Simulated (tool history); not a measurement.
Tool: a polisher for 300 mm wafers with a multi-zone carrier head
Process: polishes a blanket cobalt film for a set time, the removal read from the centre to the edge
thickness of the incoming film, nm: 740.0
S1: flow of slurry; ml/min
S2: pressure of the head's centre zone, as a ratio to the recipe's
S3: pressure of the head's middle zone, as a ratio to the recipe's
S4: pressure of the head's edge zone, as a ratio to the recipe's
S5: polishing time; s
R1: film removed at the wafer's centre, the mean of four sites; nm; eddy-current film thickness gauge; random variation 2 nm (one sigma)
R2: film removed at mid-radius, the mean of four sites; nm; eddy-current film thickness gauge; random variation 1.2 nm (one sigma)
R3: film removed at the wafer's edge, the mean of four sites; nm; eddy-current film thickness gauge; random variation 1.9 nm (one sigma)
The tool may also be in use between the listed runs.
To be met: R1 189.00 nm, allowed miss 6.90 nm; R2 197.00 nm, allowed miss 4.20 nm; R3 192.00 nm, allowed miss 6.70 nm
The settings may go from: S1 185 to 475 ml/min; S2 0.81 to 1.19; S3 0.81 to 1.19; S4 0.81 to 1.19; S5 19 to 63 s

| run | hour | S1 | S2 | S3 | S4 | S5 | R1 | R2 | R3 |
|---|---|---|---|---|---|---|---|---|---|
| 1 | 0.0 | 305 | 1.00 | 1.00 | 1.00 | 41 | 310.88 | 299.65 | 310.74 |
| 2 | 7.1 | 305 | 1.04 | 1.00 | 1.00 | 41 | 322.00 | 300.43 | 311.35 |
| 3 | 14.7 | 305 | 1.04 | 0.97 | 1.00 | 41 | 313.12 | 295.52 | 308.56 |
| 4 | 21.2 | 305 | 1.04 | 1.01 | 1.00 | 41 | 323.86 | 303.63 | 313.67 |
| 5 | 27.3 | 305 | 1.07 | 1.01 | 1.00 | 41 | 338.60 | 301.66 | 313.78 |
| 6 | 29.9 | 230 | 1.07 | 1.01 | 1.00 | 41 | 321.23 | 293.06 | 305.21 |
| 7 | 38.4 | 235 | 1.04 | 1.00 | 0.97 | 38 | 284.47 | 270.33 | 280.38 |
| 8 | 45.9 | 250 | 1.03 | 1.00 | 0.94 | 35 | 267.55 | 249.89 | 247.93 |
| 9 | 50.8 | 250 | 1.00 | 0.98 | 0.92 | 34 | 250.46 | 240.38 | 245.78 |
| 10 | 54.8 | 260 | 0.98 | 0.98 | 0.91 | 32 | 236.54 | 228.25 | 226.11 |
| 11 | 61.9 | 265 | 0.96 | 0.97 | 0.90 | 31 | 217.18 | 221.94 | 216.35 |
| 12 | 68.3 | 270 | 0.95 | 0.95 | 0.89 | 31 | 219.97 | 221.36 | 218.68 |
| 13 | 76.9 | 270 | 0.94 | 0.94 | 0.88 | 30 | 208.71 | 212.97 | 213.55 |
| 14 | 79.0 | 270 | 0.94 | 0.94 | 0.88 | 30 | 210.33 | 210.26 | 211.27 |
| 15 | 82.5 | 270 | 0.93 | 0.94 | 0.87 | 30 | 207.77 | 208.68 | 213.20 |
| 16 | 87.2 | 270 | 0.93 | 0.95 | 0.86 | 29 | 203.77 | 204.52 | 203.72 |
| 17 | 92.2 | 265 | 0.92 | 0.95 | 0.85 | 29 | 197.58 | 207.35 | 200.35 |
| 18 | 98.8 | 260 | 0.92 | 0.94 | 0.84 | 29 | 197.61 | 204.14 | 197.62 |
| 19 | 99.9 | 255 | 0.92 | 0.94 | 0.84 | 29 | 195.70 | 205.12 | 199.95 |
| 20 | 106.3 | 255 | 0.92 | 0.94 | 0.83 | 29 | 194.34 | 203.06 | 196.16 |
| 21 | 107.6 | 250 | 0.92 | 0.94 | 0.83 | 29 | 197.84 | 200.42 | 197.08 |
| 22 | 112.8 | 245 | 0.91 | 0.94 | 0.83 | 29 | 195.99 | 202.65 | 196.87 |
| 23 | 116.3 | 240 | 0.91 | 0.94 | 0.83 | 29 | 190.46 | 202.06 | 198.36 |
| 24 | 124.3 | 240 | 0.91 | 0.94 | 0.82 | 29 | 191.04 | 201.13 | 194.82 |
| 25 | 125.6 | 240 | 0.91 | 0.94 | 0.82 | 29 | 194.32 | 199.39 | 194.64 |

Which of these 4 next moves meets every target?
| A | 126.9 | 225 | 0.92 | 0.91 | 0.85 | 30 | ? | ? | ? |
| B | 126.9 | 230 | 0.98 | 1.14 | 0.87 | 27 | ? | ? | ? |
| C | 126.9 | 305 | 0.93 | 0.98 | 0.88 | 27 | ? | ? | ? |
| D | 126.9 | 240 | 1.02 | 1.01 | 0.81 | 27 | ? | ? | ? |

| move | R1 | R2 | R3 |
|---|---|---|---|
| A | 197.49 | 203.16 | 202.09 |
| B | 190.29 | 203.57 | 183.93 |
| C | 187.59 | 196.35 | 190.08 |
| D | 199.37 | 193.31 | 179.18 |
A: further off than the last run
B: brings the result that was furthest off to its target, and leaves another outside
C: meets every target
D: further off than the last run
Answer: C

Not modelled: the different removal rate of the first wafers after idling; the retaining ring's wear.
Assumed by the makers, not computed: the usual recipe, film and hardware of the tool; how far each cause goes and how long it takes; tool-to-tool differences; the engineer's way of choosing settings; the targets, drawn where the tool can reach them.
